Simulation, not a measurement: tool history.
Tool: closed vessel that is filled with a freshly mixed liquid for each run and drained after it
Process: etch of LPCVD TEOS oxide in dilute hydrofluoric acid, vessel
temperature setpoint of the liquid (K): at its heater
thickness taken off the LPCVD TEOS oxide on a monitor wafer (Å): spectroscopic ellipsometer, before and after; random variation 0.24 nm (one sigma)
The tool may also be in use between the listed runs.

run  hour  temperature setpoint of the liquid (K)  parts of water to one part of 49 % hydrofluoric acid (parts by volume)  time in the liquid (s)  thickness taken off the LPCVD TEOS oxide on a monitor wafer (Å)
  1   0.0                                  298.15                                                                      55                      30                                                           114.15
  2   7.2                                  298.15                                                                      35                      30                                                           182.12
  3  14.0                                  300.15                                                                      30                      30                                                           230.89
  4  22.4                                  301.65                                                                      30                      30                                                           250.58
  5  30.0                                  301.65                                                                      50                      30                                                           145.41
  6  35.3                                  299.65                                                                      50                      30                                                           133.39
  7  41.7                                  303.65                                                                      25                      30                                                           324.13

Forecast run 8:
     46.7  -- thermometer replaced
  8  46.7                                  303.15                                                                      25                      30                                                                ?

thickness taken off the LPCVD TEOS oxide on a monitor wafer (Å): 343.89
